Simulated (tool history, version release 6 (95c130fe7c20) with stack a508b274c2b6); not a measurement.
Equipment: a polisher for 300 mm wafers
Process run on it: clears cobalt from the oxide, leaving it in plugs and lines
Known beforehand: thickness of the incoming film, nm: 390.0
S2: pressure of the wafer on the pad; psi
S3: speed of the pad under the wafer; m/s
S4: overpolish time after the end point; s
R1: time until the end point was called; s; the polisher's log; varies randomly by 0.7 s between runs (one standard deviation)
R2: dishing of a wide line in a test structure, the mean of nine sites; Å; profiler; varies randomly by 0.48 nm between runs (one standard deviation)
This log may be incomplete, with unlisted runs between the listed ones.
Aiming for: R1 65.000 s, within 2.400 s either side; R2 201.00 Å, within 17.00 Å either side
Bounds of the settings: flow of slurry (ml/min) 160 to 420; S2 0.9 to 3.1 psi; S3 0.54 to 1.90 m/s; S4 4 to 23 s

run 1 hour=0.0 | flow_of_slurry_(ml/min)=270 S2=2.0 S3=1.22 S4=12 | R1=61.920 R2=455.75
run 2 hour=3.2 | flow_of_slurry_(ml/min)=270 S2=2.0 S3=1.22 S4=10 | R1=62.260 R2=402.83
run 3 hour=11.7 | flow_of_slurry_(ml/min)=270 S2=1.8 S3=1.22 S4=10 | R1=67.695 R2=385.24
run 4 hour=18.9 | flow_of_slurry_(ml/min)=270 S2=1.7 S3=1.28 S4=8 | R1=68.160 R2=330.54
-- hour=23.0 worn pad replaced by a new one
run 5 hour=23.0 | flow_of_slurry_(ml/min)=270 S2=2.0 S3=1.28 S4=8 | R1=54.707 R2=376.84
run 6 hour=31.8 | flow_of_slurry_(ml/min)=240 S2=1.8 S3=1.36 S4=7 | R1=59.040 R2=341.68
run 7 hour=32.4 | flow_of_slurry_(ml/min)=290 S2=1.6 S3=1.44 S4=6 | R1=59.834 R2=296.78
run 8 hour=39.1 | flow_of_slurry_(ml/min)=365 S2=1.0 S3=1.62 S4=4 | R1=77.006 R2=171.19
run 9 hour=40.4 | flow_of_slurry_(ml/min)=365 S2=1.1 S3=1.62 S4=4 | R1=71.875 R2=182.87
run 10 hour=47.8 | flow_of_slurry_(ml/min)=365 S2=1.3 S3=1.62 S4=5 | R1=63.763 R2=239.11
run 11 hour=56.0 | flow_of_slurry_(ml/min)=360 S2=1.2 S3=1.66 S4=5 | R1=66.396 R2=233.21
run 12 hour=65.0 | flow_of_slurry_(ml/min)=375 S2=1.2 S3=1.66 S4=5 | R1=65.809 R2=240.17
run 13 hour=66.6 | flow_of_slurry_(ml/min)=350 S2=1.2 S3=1.66 S4=5 | R1=65.863 R2=231.86
run 14 hour=68.1 | flow_of_slurry_(ml/min)=370 S2=1.2 S3=1.68 S4=5 | R1=64.264 R2=232.55
run 15 hour=71.3 | flow_of_slurry_(ml/min)=385 S2=1.2 S3=1.70 S4=5 | R1=64.829 R2=246.50
run 16 hour=75.9 | flow_of_slurry_(ml/min)=365 S2=1.2 S3=1.70 S4=5 | R1=64.442 R2=244.94

Which single option among these 5 for the next run brings every result within its allowed miss of target? Just one does.
run A hour=80.5 | flow_of_slurry_(ml/min)=355 S2=1.3 S3=1.66 S4=7 | R1=? R2=?
run B hour=80.5 | flow_of_slurry_(ml/min)=415 S2=1.3 S3=1.42 S4=10 | R1=? R2=?
run C hour=80.5 | flow_of_slurry_(ml/min)=385 S2=1.2 S3=1.68 S4=4 | R1=? R2=?
run D hour=80.5 | flow_of_slurry_(ml/min)=370 S2=1.4 S3=1.58 S4=7 | R1=? R2=?
run E hour=80.5 | flow_of_slurry_(ml/min)=380 S2=1.3 S3=1.62 S4=8 | R1=? R2=?

move=A R1=62.652 R2=314.27
move=B R1=69.542 R2=373.09
move=C R1=65.628 R2=196.19
move=D R1=61.152 R2=319.69
move=E R1=63.481 R2=341.76
A: the biggest miss grows against the last run
B: the biggest miss grows against the last run
C: every result within its allowed miss
D: the biggest miss grows against the last run
E: the biggest miss grows against the last run
Correct choice: C, which meets every target
